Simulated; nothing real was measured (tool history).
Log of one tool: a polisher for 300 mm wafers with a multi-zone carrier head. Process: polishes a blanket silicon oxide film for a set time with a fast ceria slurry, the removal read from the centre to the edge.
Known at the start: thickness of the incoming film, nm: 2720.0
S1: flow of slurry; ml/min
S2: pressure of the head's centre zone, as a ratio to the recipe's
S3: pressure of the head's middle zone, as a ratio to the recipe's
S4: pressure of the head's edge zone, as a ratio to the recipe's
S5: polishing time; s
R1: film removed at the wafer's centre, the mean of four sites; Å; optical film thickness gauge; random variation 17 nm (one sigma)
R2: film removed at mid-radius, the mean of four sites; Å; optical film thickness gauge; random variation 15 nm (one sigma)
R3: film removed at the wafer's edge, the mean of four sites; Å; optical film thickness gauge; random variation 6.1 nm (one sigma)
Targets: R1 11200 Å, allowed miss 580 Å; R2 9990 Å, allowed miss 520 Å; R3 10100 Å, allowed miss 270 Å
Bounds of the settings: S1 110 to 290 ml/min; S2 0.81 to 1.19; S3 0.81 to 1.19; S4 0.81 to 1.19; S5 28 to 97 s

run,hour,S1,S2,S3,S4,S5,R1,R2,R3
1,0,185,1,1,1,62,7347.7,7434.7,7268.6
2,2.5,185,1,1,1.06,62,7189.7,7426.2,7454.9
3,4.5,185,1.06,1,1.06,62,7727.3,7304.7,7479.1
4,10.1,200,1.09,1.02,1.08,67,8639.4,8182.1,8176.6
5,13.6,200,1.09,1.02,1.08,57,7300.4,6875.1,6990.4
6,19,170,1.09,1.02,1.08,57,7322.1,6853.2,6859.3
7,22.9,175,1.11,1.03,1.1,64,8113.6,7738.5,7828.3
8,29.9,185,1.14,1.03,1.1,69,9004.1,8450.7,8428.5
9,35.7,220,1.19,1.01,1.15,81,11421,10008,10376

Which of these 5 next moves meets every target?
A,41.5,270,1.16,1.01,1.12,79,?,?,?
B,41.5,240,1.08,1,1.19,82,?,?,?
C,41.5,230,0.99,0.93,1.01,90,?,?,?
D,41.5,215,1.15,0.94,1.19,82,?,?,?
E,41.5,170,1.1,1.05,1.19,85,?,?,?

move,R1,R2,R3
A,11212,10185,10224
B,10706,10341,10838
C,10751,10629,10914
D,11176,9671,10727
E,10654,10599,10797
A: meets every target
B: further off than the last run
C: further off than the last run
D: further off than the last run
E: further off than the last run
Answer: A

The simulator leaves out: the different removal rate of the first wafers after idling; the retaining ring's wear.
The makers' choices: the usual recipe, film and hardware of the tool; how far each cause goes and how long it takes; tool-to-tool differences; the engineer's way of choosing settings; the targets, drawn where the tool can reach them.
